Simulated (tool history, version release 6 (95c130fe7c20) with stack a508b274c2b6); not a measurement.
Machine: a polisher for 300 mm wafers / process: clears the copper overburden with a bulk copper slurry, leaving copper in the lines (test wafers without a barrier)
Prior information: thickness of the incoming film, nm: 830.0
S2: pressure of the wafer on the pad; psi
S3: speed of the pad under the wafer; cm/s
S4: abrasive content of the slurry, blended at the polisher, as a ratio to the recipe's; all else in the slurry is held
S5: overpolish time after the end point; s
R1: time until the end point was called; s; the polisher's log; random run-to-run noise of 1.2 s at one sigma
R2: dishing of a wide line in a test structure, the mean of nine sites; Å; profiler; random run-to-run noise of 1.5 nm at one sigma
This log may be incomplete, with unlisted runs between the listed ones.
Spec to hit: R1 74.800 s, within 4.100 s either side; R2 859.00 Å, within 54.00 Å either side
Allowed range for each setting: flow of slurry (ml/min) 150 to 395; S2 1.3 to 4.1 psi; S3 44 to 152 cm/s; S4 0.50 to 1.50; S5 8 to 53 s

Run 1, hour 0.0: flow of slurry (ml/min) 250, S2 2.7 psi, S3 98 cm/s, S4 1.00, S5 27 s. Result: R1 105.610 s, R2 991.31 Å.
Run 2, hour 6.5: flow of slurry (ml/min) 250, S2 2.7 psi, S3 108 cm/s, S4 1.00, S5 27 s. Result: R1 98.523 s, R2 991.82 Å.
Run 3, hour 13.6: flow of slurry (ml/min) 250, S2 2.8 psi, S3 110 cm/s, S4 1.00, S5 23 s. Result: R1 96.264 s, R2 988.15 Å.
Run 4, hour 19.4: flow of slurry (ml/min) 260, S2 2.7 psi, S3 120 cm/s, S4 1.05, S5 19 s. Result: R1 89.991 s, R2 894.90 Å.
Run 5, hour 21.3: flow of slurry (ml/min) 260, S2 2.7 psi, S3 120 cm/s, S4 1.05, S5 13 s. Result: R1 88.918 s, R2 696.75 Å.
Run 6, hour 26.9: flow of slurry (ml/min) 260, S2 2.8 psi, S3 120 cm/s, S4 1.05, S5 13 s. Result: R1 88.021 s, R2 723.03 Å.
Run 7, hour 30.1: flow of slurry (ml/min) 260, S2 2.9 psi, S3 120 cm/s, S4 1.05, S5 13 s. Result: R1 87.069 s, R2 728.81 Å.
Run 8, hour 38.2: flow of slurry (ml/min) 260, S2 3.0 psi, S3 120 cm/s, S4 1.05, S5 13 s. Result: R1 85.452 s, R2 754.16 Å.
Run 9, hour 43.6: flow of slurry (ml/min) 260, S2 3.1 psi, S3 120 cm/s, S4 1.05, S5 13 s. Result: R1 80.480 s, R2 780.27 Å.
Run 10, hour 49.4: flow of slurry (ml/min) 260, S2 3.2 psi, S3 120 cm/s, S4 1.05, S5 13 s. Result: R1 78.218 s, R2 806.40 Å.

Consider the 5 candidate settings below. Which is the only one whose results all fall within their allowed miss of target?
Run A, hour 55.2: flow of slurry (ml/min) 310, S2 2.9 psi, S3 140 cm/s, S4 1.05, S5 15 s. Result: R1 ?, R2 ?.
Run B, hour 55.2: flow of slurry (ml/min) 250, S2 3.4 psi, S3 108 cm/s, S4 1.15, S5 17 s. Result: R1 ?, R2 ?.
Run C, hour 55.2: flow of slurry (ml/min) 230, S2 3.3 psi, S3 124 cm/s, S4 0.70, S5 13 s. Result: R1 ?, R2 ?.
Run D, hour 55.2: flow of slurry (ml/min) 260, S2 3.2 psi, S3 102 cm/s, S4 0.95, S5 20 s. Result: R1 ?, R2 ?.
Run E, hour 55.2: flow of slurry (ml/min) 185, S2 3.1 psi, S3 118 cm/s, S4 1.05, S5 13 s. Result: R1 ?, R2 ?.

move      R1      R2
   A  73.107  879.03
   B  80.566  908.39
   C  80.350  770.80
   D  90.783  924.28
   E  85.371  736.88
A: all results in spec
B: meets the target for the result that was furthest off, but another lies outside its allowed miss
C: further off than the last run
D: the result that was furthest off in the last run now lies on the other side of its target
E: further off than the last run
Go with A: it meets all targets.

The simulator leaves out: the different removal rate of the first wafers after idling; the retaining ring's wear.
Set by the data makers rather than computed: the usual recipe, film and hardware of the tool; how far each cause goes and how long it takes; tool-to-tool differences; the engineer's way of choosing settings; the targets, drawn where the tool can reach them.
